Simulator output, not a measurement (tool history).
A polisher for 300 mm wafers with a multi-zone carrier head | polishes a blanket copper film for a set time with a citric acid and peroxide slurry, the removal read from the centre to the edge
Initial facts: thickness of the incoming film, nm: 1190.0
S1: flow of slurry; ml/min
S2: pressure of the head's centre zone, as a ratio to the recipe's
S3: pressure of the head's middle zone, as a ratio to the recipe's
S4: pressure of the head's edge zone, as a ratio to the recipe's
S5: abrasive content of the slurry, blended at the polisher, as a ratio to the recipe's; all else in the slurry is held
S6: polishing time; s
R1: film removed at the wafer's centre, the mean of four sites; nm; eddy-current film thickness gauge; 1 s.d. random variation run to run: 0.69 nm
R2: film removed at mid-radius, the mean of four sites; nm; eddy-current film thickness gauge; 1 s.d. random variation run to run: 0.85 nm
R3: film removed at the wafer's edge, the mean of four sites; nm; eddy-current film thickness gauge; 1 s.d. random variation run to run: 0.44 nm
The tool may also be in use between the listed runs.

run    day   S1    S2    S3    S4    S5  S6      R1      R2      R3
  1      0  185     1     1     1     1  36  99.031  99.295  102.07
  2  0.138  185     1  0.97     1     1  36  99.752  96.649  103.05
  3  0.221  160     1  0.97     1     1  36  95.115  94.486  100.18
  4  0.358  160  1.08  0.97     1     1  36  103.38  93.684  100.36
  5  0.421  160  1.08  0.97     1     1  29  83.794  75.919  81.009
  6  0.446  150  1.06  0.99  0.97  0.95  29  78.534  75.375  78.903
  7  0.588  145  1.06  1.01  0.94   0.9  29  78.525  72.895  75.442
  8  0.875  140  1.04  1.04  0.93   0.9  29  76.292  75.034  73.843
  9  1.092  135  1.03  1.05  0.93   0.9  29  72.457  75.133  74.033
 10  1.358  130  1.03  1.06  0.92   0.9  29  74.717  76.182  72.439
 11  1.596  125  1.02  1.07  0.92   0.9  29  71.665   75.07  72.111

Predict the results of run 12:
 12  1.838  125  1.02  1.08  0.92  0.9  29   ?   ?   ?

Run 12 measured R1 71.664 nm, R2 75.296 nm, R3 72.289 nm.
